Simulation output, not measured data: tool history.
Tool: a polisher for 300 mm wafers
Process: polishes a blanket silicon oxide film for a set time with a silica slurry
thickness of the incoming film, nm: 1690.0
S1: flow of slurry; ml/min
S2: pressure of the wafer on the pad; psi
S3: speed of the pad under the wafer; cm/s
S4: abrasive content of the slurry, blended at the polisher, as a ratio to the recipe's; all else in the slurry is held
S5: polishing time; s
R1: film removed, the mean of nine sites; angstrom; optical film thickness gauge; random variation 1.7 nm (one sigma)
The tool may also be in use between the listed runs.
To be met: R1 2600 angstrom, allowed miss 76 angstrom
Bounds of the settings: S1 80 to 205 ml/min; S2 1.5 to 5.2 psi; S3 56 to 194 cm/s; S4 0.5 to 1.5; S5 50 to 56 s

Run 1, hour 0: S1 135 ml/min, S2 3.3 psi, S3 124 cm/s, S4 1, S5 56 s. Result: R1 1429.5 angstrom.
Run 2, hour 3.3: S1 125 ml/min, S2 3.3 psi, S3 124 cm/s, S4 1, S5 56 s. Result: R1 1392.8 angstrom.
Run 3, hour 7.2: S1 125 ml/min, S2 3.3 psi, S3 124 cm/s, S4 1, S5 50 s. Result: R1 1248.7 angstrom.
Run 4, hour 9.1: S1 125 ml/min, S2 3.3 psi, S3 124 cm/s, S4 0.85, S5 50 s. Result: R1 1178.9 angstrom.
Run 5, hour 13.4: S1 140 ml/min, S2 3.8 psi, S3 128 cm/s, S4 0.85, S5 50 s. Result: R1 1371.7 angstrom.
Run 6, hour 22: S1 145 ml/min, S2 4.2 psi, S3 140 cm/s, S4 0.85, S5 50 s. Result: R1 1590.5 angstrom.
Run 7, hour 27.6: S1 150 ml/min, S2 5.2 psi, S3 176 cm/s, S4 0.9, S5 50 s. Result: R1 2270.3 angstrom.
Run 8, hour 33.3: S1 150 ml/min, S2 5.2 psi, S3 176 cm/s, S4 0.9, S5 50 s. Result: R1 2255.7 angstrom.
Run 9, hour 35.7: S1 155 ml/min, S2 5.2 psi, S3 182 cm/s, S4 0.95, S5 50 s. Result: R1 2379.8 angstrom.
Run 10, hour 41.3: S1 155 ml/min, S2 5.2 psi, S3 186 cm/s, S4 0.95, S5 50 s. Result: R1 2418.1 angstrom.
Run 11, hour 48.2: S1 155 ml/min, S2 5.2 psi, S3 188 cm/s, S4 0.95, S5 50 s. Result: R1 2457.3 angstrom.
Run 12, hour 49.5: S1 155 ml/min, S2 5.2 psi, S3 190 cm/s, S4 0.95, S5 50 s. Result: R1 2458.5 angstrom.
Run 13, hour 50.8: S1 155 ml/min, S2 5.2 psi, S3 192 cm/s, S4 0.95, S5 50 s. Result: R1 2490.9 angstrom.

Which of these 4 next moves meets every target?
Run A, hour 52.1: S1 150 ml/min, S2 5.2 psi, S3 194 cm/s, S4 0.8, S5 51 s. Result: R1 ?.
Run B, hour 52.1: S1 145 ml/min, S2 5.2 psi, S3 186 cm/s, S4 0.95, S5 54 s. Result: R1 ?.
Run C, hour 52.1: S1 150 ml/min, S2 4.7 psi, S3 194 cm/s, S4 1, S5 51 s. Result: R1 ?.
Run D, hour 52.1: S1 160 ml/min, S2 4.9 psi, S3 192 cm/s, S4 1.15, S5 55 s. Result: R1 ?.

move      R1
   A  2357.2
   B  2608.2
   C    2362
   D  2809.9
A: further off than the last run
B: meets every target
C: further off than the last run
D: takes the result that was furthest off past its target
Move B is the one to make.
